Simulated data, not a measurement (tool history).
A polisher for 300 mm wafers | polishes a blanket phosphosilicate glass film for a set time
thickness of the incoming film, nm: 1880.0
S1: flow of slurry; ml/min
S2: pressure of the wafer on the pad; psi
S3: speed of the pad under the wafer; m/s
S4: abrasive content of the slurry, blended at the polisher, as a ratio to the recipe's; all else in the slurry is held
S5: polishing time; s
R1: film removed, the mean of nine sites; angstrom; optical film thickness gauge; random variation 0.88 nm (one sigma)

Run 1, hour 0.0: S1 315 ml/min, S2 4.0 psi, S3 0.90 m/s, S4 1.0, S5 18 s. Result: R1 1497.6 angstrom.
Run 2, hour 2.5: S1 315 ml/min, S2 3.8 psi, S3 0.90 m/s, S4 1.0, S5 18 s. Result: R1 1461.9 angstrom.
Run 3, hour 6.8: S1 315 ml/min, S2 3.8 psi, S3 1.12 m/s, S4 1.0, S5 18 s. Result: R1 1639.7 angstrom.
Run 4, hour 14.1: S1 315 ml/min, S2 3.8 psi, S3 1.00 m/s, S4 1.0, S5 18 s. Result: R1 1552.4 angstrom.
Run 5, hour 17.8: S1 260 ml/min, S2 3.8 psi, S3 1.00 m/s, S4 1.0, S5 18 s. Result: R1 1498.0 angstrom.
At hour 24.2: slurry nozzle cleaned.
Run 6, hour 24.2: S1 260 ml/min, S2 3.8 psi, S3 1.00 m/s, S4 0.8, S5 18 s. Result: R1 1445.9 angstrom.
Run 7, hour 25.7: S1 260 ml/min, S2 3.6 psi, S3 1.00 m/s, S4 0.8, S5 18 s. Result: R1 1368.6 angstrom.

Run 8 comes next. What will it give?
Run 8, hour 26.5: S1 260 ml/min, S2 3.5 psi, S3 1.00 m/s, S4 0.8, S5 18 s. Result: R1 ?.

Run 8 gave R1 1347.9 angstrom.

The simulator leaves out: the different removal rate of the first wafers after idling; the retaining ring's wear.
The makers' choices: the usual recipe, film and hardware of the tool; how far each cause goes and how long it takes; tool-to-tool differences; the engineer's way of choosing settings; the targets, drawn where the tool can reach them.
